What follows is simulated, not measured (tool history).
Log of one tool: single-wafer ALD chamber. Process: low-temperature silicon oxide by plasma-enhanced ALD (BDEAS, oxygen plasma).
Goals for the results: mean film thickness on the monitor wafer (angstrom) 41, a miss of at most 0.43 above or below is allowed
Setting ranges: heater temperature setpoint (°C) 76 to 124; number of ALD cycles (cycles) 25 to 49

run  hour  heater temperature setpoint (°C)  number of ALD cycles (cycles)  mean film thickness on the monitor wafer (angstrom)
  1     0                               100                             37                                               48.336
  2   8.3                               107                             37                                               47.542
  3  12.4                               107                             34                                               43.562
  4    15                               111                             34                                               43.248
  5  19.5                               111                             38                                               48.348
  6  23.4                               114                             36                                               45.384
  7  24.8                               116                             35                                               43.853
  8  26.6                               118                             34                                               42.475
  9  34.2                               119                             34                                               42.434
 10  37.7                               120                             34                                               42.307

Pick the move, out of 5, that brings all results within their allowed miss; only one does.
  A  41.2                               122                             34                                                    ?
  B  41.2                               118                             35                                                    ?
  C  41.2                               121                             33                                                    ?
  D  41.2                               123                             36                                                    ?
  E  41.2                               119                             35                                                    ?

move  mean film thickness on the monitor wafer (angstrom)
   A                                               42.394
   B                                               44.017
   C                                               41.236
   D                                               44.791
   E                                               43.923
A: the biggest miss grows against the last run
B: the biggest miss grows against the last run
C: hits every target within its allowed miss
D: the biggest miss grows against the last run
E: the biggest miss grows against the last run
The right move is C.
